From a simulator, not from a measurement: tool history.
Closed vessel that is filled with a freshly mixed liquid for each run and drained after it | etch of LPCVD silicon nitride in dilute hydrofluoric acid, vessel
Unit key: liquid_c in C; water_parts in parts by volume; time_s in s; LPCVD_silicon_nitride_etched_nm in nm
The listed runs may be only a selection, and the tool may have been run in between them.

run	hour	liquid_c	water_parts	time_s	LPCVD_silicon_nitride_etched_nm
1	0	25	50	260	2.6413
2	1.6	22.5	50	260	2.2202
3	2.6	21	55	260	1.828
4	5.4	21	65	260	1.537
5	8.7	20	65	260	1.4537
6	15.5	19.5	65	260	1.4028
7	17.8	19	65	260	1.3523

Run 8, settings as shown, results not yet in. Your forecast:
8	19.2	18.5	65	260	?

{"run 8": {"LPCVD_silicon_nitride_etched_nm": 1.3121}}

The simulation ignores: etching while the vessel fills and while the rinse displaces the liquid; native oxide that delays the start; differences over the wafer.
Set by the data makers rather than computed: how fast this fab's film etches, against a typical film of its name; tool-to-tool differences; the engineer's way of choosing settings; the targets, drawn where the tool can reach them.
